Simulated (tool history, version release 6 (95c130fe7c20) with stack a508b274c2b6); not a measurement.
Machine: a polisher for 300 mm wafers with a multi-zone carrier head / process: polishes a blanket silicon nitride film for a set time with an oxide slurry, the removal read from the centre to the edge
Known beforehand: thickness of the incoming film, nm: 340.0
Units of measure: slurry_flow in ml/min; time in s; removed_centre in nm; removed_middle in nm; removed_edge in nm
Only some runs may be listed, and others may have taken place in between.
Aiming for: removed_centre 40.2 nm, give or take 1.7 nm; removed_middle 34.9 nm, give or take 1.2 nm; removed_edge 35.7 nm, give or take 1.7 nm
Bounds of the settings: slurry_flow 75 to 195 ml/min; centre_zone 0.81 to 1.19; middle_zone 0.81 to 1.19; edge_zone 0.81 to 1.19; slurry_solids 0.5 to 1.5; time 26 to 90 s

| run | hour | slurry_flow | centre_zone | middle_zone | edge_zone | slurry_solids | time | removed_centre | removed_middle | removed_edge |
|---|---|---|---|---|---|---|---|---|---|---|
| 1 | 0 | 125 | 1 | 1 | 1 | 1 | 58 | 49.33 | 50.609 | 50.182 |
| 2 | 1.4 | 120 | 1.02 | 0.98 | 0.97 | 0.9 | 58 | 47.604 | 47.537 | 46.586 |
| 3 | 6.7 | 120 | 1.02 | 0.98 | 0.89 | 0.9 | 58 | 46.585 | 47.504 | 43.787 |
| 4 | 8.7 | 120 | 1.02 | 0.98 | 0.89 | 0.7 | 58 | 41.984 | 41.112 | 37.667 |
| 5 | 9.5 | 115 | 1.03 | 0.95 | 0.89 | 0.7 | 58 | 41.916 | 39.902 | 38.278 |
| 6 | 16 | 110 | 1.04 | 0.93 | 0.88 | 0.7 | 58 | 41.359 | 38.403 | 38.928 |
| 7 | 22.7 | 110 | 1.05 | 0.93 | 0.87 | 0.7 | 58 | 42.973 | 38.853 | 37.864 |
| 8 | 28.5 | 105 | 1.05 | 0.92 | 0.86 | 0.7 | 58 | 41.242 | 37.994 | 37.095 |
| 9 | 36.5 | 100 | 1.06 | 0.91 | 0.86 | 0.7 | 58 | 40.579 | 37.036 | 36.899 |
| 10 | 43.8 | 100 | 1.07 | 0.9 | 0.86 | 0.7 | 58 | 41.691 | 37.199 | 37.591 |
| 11 | 45.4 | 95 | 1.07 | 0.89 | 0.85 | 0.7 | 58 | 40.973 | 35.589 | 37.331 |

Consider the 5 candidate settings below. Which is the only one whose results all fall within their allowed miss of target?
| A | 47 | 80 | 1.06 | 0.83 | 0.91 | 0.75 | 61 | ? | ? | ? |
| B | 47 | 80 | 1.08 | 0.92 | 0.83 | 0.6 | 67 | ? | ? | ? |
| C | 47 | 75 | 0.97 | 0.83 | 0.9 | 0.85 | 60 | ? | ? | ? |
| D | 47 | 75 | 1.03 | 0.81 | 0.91 | 0.55 | 74 | ? | ? | ? |
| E | 47 | 75 | 1.13 | 0.92 | 0.86 | 0.65 | 62 | ? | ? | ? |

| move | removed_centre | removed_middle | removed_edge |
|---|---|---|---|
| A | 40.513 | 35.346 | 39.067 |
| B | 40.117 | 37.081 | 36.358 |
| C | 37.844 | 36.264 | 40.174 |
| D | 39.078 | 34.614 | 39.263 |
| E | 39.623 | 35.119 | 35.27 |
A: further off than the last run
B: the furthest-off result lands on target, but another misses its tolerance
C: further off than the last run
D: further off than the last run
E: all results in spec
E is the move that brings every result within its allowed miss.

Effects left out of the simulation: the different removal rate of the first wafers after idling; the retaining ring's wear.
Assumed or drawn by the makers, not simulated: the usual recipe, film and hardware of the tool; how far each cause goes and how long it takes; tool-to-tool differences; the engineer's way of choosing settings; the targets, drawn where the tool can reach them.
